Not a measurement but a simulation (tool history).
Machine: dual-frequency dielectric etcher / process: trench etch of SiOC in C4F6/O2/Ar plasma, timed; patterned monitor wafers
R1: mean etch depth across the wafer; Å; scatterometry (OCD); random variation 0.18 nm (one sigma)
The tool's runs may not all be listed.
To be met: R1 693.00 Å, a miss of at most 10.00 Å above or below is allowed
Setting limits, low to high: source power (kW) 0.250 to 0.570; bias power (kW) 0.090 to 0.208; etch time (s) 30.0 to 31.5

Run 1, day 0.000: source power (kW) 0.410, bias power (kW) 0.149, etch time (s) 30.0. Result: R1 578.30 Å.
Run 2, day 0.250: source power (kW) 0.450, bias power (kW) 0.153, etch time (s) 30.0. Result: R1 600.43 Å.
Run 3, day 0.396: source power (kW) 0.450, bias power (kW) 0.165, etch time (s) 30.0. Result: R1 620.32 Å.
Run 4, day 0.429: source power (kW) 0.480, bias power (kW) 0.167, etch time (s) 30.0. Result: R1 635.38 Å.
Run 5, day 0.596: source power (kW) 0.480, bias power (kW) 0.185, etch time (s) 30.0. Result: R1 662.01 Å.
Run 6, day 0.967: source power (kW) 0.480, bias power (kW) 0.164, etch time (s) 30.0. Result: R1 629.01 Å.
Run 7, day 1.279: source power (kW) 0.500, bias power (kW) 0.168, etch time (s) 30.0. Result: R1 642.47 Å.
Run 8, day 1.617: source power (kW) 0.510, bias power (kW) 0.172, etch time (s) 30.0. Result: R1 654.53 Å.
Run 9, day 1.692: source power (kW) 0.520, bias power (kW) 0.174, etch time (s) 30.0. Result: R1 655.25 Å.

Next run, 4 choices. One meets every target within its allowed miss, the rest don't. Which?
Run A, day 1.767: source power (kW) 0.570, bias power (kW) 0.180, etch time (s) 31.5. Result: R1 ?.
Run B, day 1.767: source power (kW) 0.510, bias power (kW) 0.193, etch time (s) 31.5. Result: R1 ?.
Run C, day 1.767: source power (kW) 0.440, bias power (kW) 0.186, etch time (s) 30.0. Result: R1 ?.
Run D, day 1.767: source power (kW) 0.570, bias power (kW) 0.178, etch time (s) 30.5. Result: R1 ?.

move      R1
   A  723.10
   B  722.02
   C  651.41
   D  696.92
A: pushes the last run's worst result past its target
B: pushes the last run's worst result past its target
C: the biggest miss grows against the last run
D: every result lands within tolerance
So the answer is move D, the one that meets all the targets.

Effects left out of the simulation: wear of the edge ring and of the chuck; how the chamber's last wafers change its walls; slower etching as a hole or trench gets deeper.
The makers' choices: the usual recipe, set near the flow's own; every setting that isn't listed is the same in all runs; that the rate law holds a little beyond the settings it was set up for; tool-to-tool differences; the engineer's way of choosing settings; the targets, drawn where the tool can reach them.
